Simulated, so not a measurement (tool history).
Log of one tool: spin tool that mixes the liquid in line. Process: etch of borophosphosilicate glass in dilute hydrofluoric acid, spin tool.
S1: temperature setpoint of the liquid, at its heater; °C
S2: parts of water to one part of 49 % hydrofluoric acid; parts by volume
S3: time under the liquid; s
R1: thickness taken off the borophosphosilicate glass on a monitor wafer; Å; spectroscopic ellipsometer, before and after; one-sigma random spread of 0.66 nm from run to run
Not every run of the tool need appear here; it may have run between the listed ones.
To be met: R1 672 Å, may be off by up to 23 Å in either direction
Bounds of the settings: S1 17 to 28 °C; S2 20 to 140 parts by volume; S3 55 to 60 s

run  hour    S1  S2  S3      R1
  1     0    20  75  55  229.32
  2   2.3    20  75  60  251.13
  3   9.4    21  70  60  281.24
  4  17.1    22  65  60  321.52
  5  25.2    20  65  60  292.53
  6  28.5    22  65  60  320.96
  7  36.5  22.5  60  60  361.05
  8  44.3    23  55  60  387.57
  9  50.2  23.5  50  60  447.71
 10  51.2    24  50  60  457.62
 11  56.1  24.5  50  60  467.04
 12  57.5  24.5  50  60  464.31
 13  60.5    25  50  60  473.23
 14    64    28  30  60  931.32
 15  66.8  27.5  30  60  904.25
 16  73.3  27.5  30  60  906.38
 17  76.4  27.5  30  60  893.79
 18  84.5    27  30  60  902.05
 19  89.7    26  30  60  866.33
 20  91.1    25  30  60  825.42
 21  99.1  24.5  30  60  798.18

Of the 5 settings listed for the next run, only one would bring every result within its allowed miss of target. Which one?
  A  107.1  24.5  30  55   ?
  B  107.1    24  25  60   ?
  C  107.1    27  30  60   ?
  D  107.1    24  35  60   ?
  E  107.1  23.5  35  55   ?

move      R1
   A  739.76
   B  954.82
   C   894.8
   D  672.89
   E  604.07
A: closer than the last run, but not yet in spec
B: the biggest miss grows against the last run
C: the biggest miss grows against the last run
D: every result lands within tolerance
E: takes the result that was furthest off past its target
So the answer is move D, the one that meets all the targets.
